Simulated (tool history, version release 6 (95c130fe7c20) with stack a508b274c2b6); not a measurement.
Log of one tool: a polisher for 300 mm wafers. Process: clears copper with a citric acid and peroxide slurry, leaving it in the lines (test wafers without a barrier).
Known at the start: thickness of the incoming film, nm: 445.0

run,hour,flow of slurry (ml/min),pressure of the wafer on the pad (psi),speed of the pad under the wafer (cm/s),abrasive content of the slurry,overpolish time after the end point (s),time until the end point was called (s),dishing of a wide line in a test structure (Å)
1,0,280,3.5,106,1,13,167.05,218.36
2,7.3,280,3.7,106,1,14,161.98,240.16
3,14.5,280,3.9,106,1,15,157.86,263.92
4,19,280,4.3,106,1,15,143.48,285.36
5,22.2,280,4.3,106,0.9,15,148.75,274.23
6,26.8,280,4.3,80,0.9,15,193.64,231.07
7,30.9,280,4.6,82,0.9,15,176.24,241.56
8,31.8,280,4.8,84,0.9,16,167.73,266.24
9,37.6,280,5,86,0.9,16,159.1,283.99
10,43.2,280,5,86,0.9,16,156.87,280.7

Forecast run 11:
11,46.5,280,5.1,88,0.9,16,?,?

{"run 11": {"time until the end point was called (s)": 156.83, "dishing of a wide line in a test structure (Å)": 280.3}}
